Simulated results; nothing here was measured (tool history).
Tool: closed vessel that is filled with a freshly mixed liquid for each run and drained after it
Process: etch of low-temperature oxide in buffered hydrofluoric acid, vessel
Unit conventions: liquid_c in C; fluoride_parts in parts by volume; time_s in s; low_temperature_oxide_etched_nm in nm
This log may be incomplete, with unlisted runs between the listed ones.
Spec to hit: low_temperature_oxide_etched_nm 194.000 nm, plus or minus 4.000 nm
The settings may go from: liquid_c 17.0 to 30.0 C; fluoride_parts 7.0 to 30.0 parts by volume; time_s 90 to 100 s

| run | hour | liquid_c | fluoride_parts | time_s | low_temperature_oxide_etched_nm |
|---|---|---|---|---|---|
| 1 | 0.0 | 22.0 | 20.0 | 90 | 83.018 |
| 2 | 7.1 | 22.0 | 17.5 | 90 | 94.453 |
| 3 | 14.1 | 23.5 | 16.5 | 90 | 108.970 |
| 4 | 22.3 | 23.5 | 16.5 | 90 | 108.300 |
| 5 | 30.3 | 23.5 | 13.5 | 90 | 132.330 |
| 6 | 32.7 | 24.5 | 13.5 | 90 | 140.570 |
| 7 | 38.7 | 25.5 | 13.5 | 90 | 148.420 |
| 8 | 46.0 | 26.0 | 13.5 | 90 | 151.450 |
| 9 | 49.0 | 30.0 | 12.5 | 90 | 201.060 |

5 candidate next runs follow, results not yet known. Just one meets every target within its allowed miss. Identify it.
| A | 52.0 | 29.5 | 14.0 | 95 | ? |
| B | 52.0 | 26.5 | 11.5 | 90 | ? |
| C | 52.0 | 29.5 | 13.5 | 95 | ? |
| D | 52.0 | 28.5 | 12.5 | 90 | ? |
| E | 52.0 | 30.0 | 12.0 | 90 | ? |

| move | low_temperature_oxide_etched_nm |
|---|---|
| A | 186.160 |
| B | 182.230 |
| C | 192.910 |
| D | 186.900 |
| E | 210.510 |
A: takes the result that was furthest off past its target
B: takes the result that was furthest off past its target
C: every result within its allowed miss
D: takes the result that was furthest off past its target
E: the biggest miss grows against the last run
C meets every target.
